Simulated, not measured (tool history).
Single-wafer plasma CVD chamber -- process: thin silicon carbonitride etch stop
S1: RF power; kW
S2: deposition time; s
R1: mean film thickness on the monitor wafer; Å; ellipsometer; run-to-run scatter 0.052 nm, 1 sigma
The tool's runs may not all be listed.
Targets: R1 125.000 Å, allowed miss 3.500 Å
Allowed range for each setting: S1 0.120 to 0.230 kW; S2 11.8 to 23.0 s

{"run": 1, "hour": 0.0, "S1": 0.175, "S2": 17.4, "R1": 98.286}
{"run": 2, "hour": 7.9, "S1": 0.185, "S2": 17.4, "R1": 98.599}
{"run": 3, "hour": 12.1, "S1": 0.205, "S2": 17.4, "R1": 100.79}
{"run": 4, "hour": 15.6, "S1": 0.205, "S2": 18.0, "R1": 104.36}
{"run": 5, "hour": 18.3, "S1": 0.205, "S2": 19.7, "R1": 114.8}
{"run": 6, "hour": 24.9, "S1": 0.205, "S2": 19.9, "R1": 115.7}
{"run": 7, "hour": 30.1, "S1": 0.205, "S2": 20.1, "R1": 115.96}
{"run": 8, "hour": 31.2, "S1": 0.205, "S2": 20.1, "R1": 116.42}
{"run": 9, "hour": 37.1, "S1": 0.205, "S2": 20.3, "R1": 118.02}
{"run": 10, "hour": 45.8, "S1": 0.205, "S2": 20.5, "R1": 119.48}
{"run": 11, "hour": 50.1, "S1": 0.205, "S2": 20.6, "R1": 119.53}
{"run": 12, "hour": 58.0, "S1": 0.205, "S2": 20.7, "R1": 120.38}
{"run": 13, "hour": 61.7, "S1": 0.205, "S2": 20.8, "R1": 120.8}
{"run": 14, "hour": 66.9, "S1": 0.205, "S2": 20.9, "R1": 120.86}

5 next moves are on the table. One of them brings every result within its allowed miss. Which?
{"run": "A", "hour": 72.1, "S1": 0.2, "S2": 20.4, "R1": "?"}
{"run": "B", "hour": 72.1, "S1": 0.205, "S2": 19.8, "R1": "?"}
{"run": "C", "hour": 72.1, "S1": 0.2, "S2": 19.7, "R1": "?"}
{"run": "D", "hour": 72.1, "S1": 0.2, "S2": 21.6, "R1": "?"}
{"run": "E", "hour": 72.1, "S1": 0.205, "S2": 20.0, "R1": "?"}

move=A R1=118.000
move=B R1=115.150
move=C R1=113.950
move=D R1=124.940
move=E R1=116.310
A: its largest miss is bigger than the last run's
B: its largest miss is bigger than the last run's
C: its largest miss is bigger than the last run's
D: meets every target
E: its largest miss is bigger than the last run's
The right move is D.

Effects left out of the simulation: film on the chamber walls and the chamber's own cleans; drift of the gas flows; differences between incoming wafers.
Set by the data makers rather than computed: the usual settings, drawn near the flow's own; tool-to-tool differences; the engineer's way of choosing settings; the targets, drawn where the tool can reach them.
